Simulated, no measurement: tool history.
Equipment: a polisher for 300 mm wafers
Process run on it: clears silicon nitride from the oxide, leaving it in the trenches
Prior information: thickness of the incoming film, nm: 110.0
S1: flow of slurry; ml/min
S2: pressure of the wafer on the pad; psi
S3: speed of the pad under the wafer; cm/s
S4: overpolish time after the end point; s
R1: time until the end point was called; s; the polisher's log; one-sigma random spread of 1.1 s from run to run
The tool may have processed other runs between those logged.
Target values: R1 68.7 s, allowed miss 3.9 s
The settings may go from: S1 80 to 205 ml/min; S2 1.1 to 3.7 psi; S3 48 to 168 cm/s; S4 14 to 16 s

| run | hour | S1 | S2 | S3 | S4 | R1 |
|---|---|---|---|---|---|---|
| 1 | 0 | 135 | 2.4 | 108 | 14 | 119.53 |
| 2 | 1.5 | 135 | 2.7 | 110 | 14 | 107.35 |
| 3 | 8.8 | 135 | 2.7 | 88 | 14 | 134.5 |
| 4 | 16.8 | 135 | 2.9 | 96 | 14 | 118.1 |
| 5 | 18.5 | 135 | 3.3 | 96 | 14 | 102.72 |
| 6 | 22.5 | 135 | 3.3 | 120 | 14 | 81.98 |
| 7 | 31 | 135 | 3.4 | 122 | 14 | 79.846 |
| 8 | 32.2 | 135 | 3.5 | 124 | 14 | 76.108 |
| 9 | 34.2 | 135 | 3.5 | 126 | 14 | 74.469 |

Below are 5 possible settings for the next run. Only one of them brings all results inside the allowed miss of their targets. Which is it?
| A | 36.2 | 145 | 2.7 | 136 | 14 | ? |
| B | 36.2 | 135 | 3.2 | 146 | 15 | ? |
| C | 36.2 | 150 | 3.5 | 116 | 15 | ? |
| D | 36.2 | 135 | 3.4 | 124 | 14 | ? |
| E | 36.2 | 120 | 3.4 | 116 | 16 | ? |

| move | R1 |
|---|---|
| A | 88.255 |
| B | 70.704 |
| C | 80.278 |
| D | 78.275 |
| E | 84.667 |
A: the biggest miss grows against the last run
B: each result inside its tolerance
C: the biggest miss grows against the last run
D: the biggest miss grows against the last run
E: the biggest miss grows against the last run
Move B is the one to make.
